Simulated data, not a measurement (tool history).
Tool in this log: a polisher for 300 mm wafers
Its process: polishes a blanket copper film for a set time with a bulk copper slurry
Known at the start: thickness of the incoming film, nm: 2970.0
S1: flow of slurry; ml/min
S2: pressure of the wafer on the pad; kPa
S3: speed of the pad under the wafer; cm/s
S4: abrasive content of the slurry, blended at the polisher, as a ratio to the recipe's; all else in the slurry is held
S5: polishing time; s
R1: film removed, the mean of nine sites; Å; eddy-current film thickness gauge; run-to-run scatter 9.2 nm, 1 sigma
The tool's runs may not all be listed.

| run | day | S1 | S2 | S3 | S4 | S5 | R1 |
|---|---|---|---|---|---|---|---|
| 1 | 0.000 | 215 | 23.4 | 104 | 1.0 | 49 | 5656.1 |
| 2 | 0.162 | 215 | 23.4 | 104 | 0.8 | 49 | 5320.5 |
| 3 | 0.379 | 220 | 26.2 | 106 | 0.8 | 49 | 5998.4 |
| 4 | 0.617 | 220 | 26.2 | 106 | 0.8 | 49 | 6055.1 |
| 5 | 0.788 | 200 | 26.2 | 106 | 0.8 | 49 | 5971.8 |
| 6 | 1.150 | 200 | 22.1 | 106 | 0.8 | 49 | 5025.1 |
| 7 | 1.429 | 220 | 29.0 | 122 | 0.8 | 49 | 7573.9 |
| 8 | 1.679 | 220 | 35.9 | 130 | 0.8 | 49 | 9955.8 |

For run 9, what comes out?
| 9 | 2.033 | 220 | 35.9 | 130 | 0.8 | 49 | ? |

R1: 9971.8 Å

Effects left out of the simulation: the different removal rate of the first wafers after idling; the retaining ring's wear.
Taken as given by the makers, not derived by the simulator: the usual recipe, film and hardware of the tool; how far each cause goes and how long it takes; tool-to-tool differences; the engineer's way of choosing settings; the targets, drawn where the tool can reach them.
